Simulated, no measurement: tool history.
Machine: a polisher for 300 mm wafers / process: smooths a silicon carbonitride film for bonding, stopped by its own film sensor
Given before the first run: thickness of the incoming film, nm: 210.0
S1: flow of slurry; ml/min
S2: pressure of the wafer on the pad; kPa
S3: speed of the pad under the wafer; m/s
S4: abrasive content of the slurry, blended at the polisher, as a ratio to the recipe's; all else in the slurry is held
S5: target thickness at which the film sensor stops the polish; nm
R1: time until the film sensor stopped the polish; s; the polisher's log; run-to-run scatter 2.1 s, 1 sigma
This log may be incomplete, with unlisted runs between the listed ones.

run,hour,S1,S2,S3,S4,S5,R1
1,0,260,17.2,1.06,1,180,92.576
2,7,260,15.2,1.06,1,180,105.01
3,8.6,260,13.1,1.04,1,180,121.92
4,17.4,260,11.7,1.04,1,180,136.56
5,25.8,260,11.7,1.04,1.1,180,125.57
6,34.2,260,10.3,1.02,1.1,180,143.55
7,43.2,260,9.7,1.02,1.1,180,153.82

Forecast run 8:
8,48.7,260,7.6,1.02,1.1,180,?

Logged for run 8: R1 196.77 s.

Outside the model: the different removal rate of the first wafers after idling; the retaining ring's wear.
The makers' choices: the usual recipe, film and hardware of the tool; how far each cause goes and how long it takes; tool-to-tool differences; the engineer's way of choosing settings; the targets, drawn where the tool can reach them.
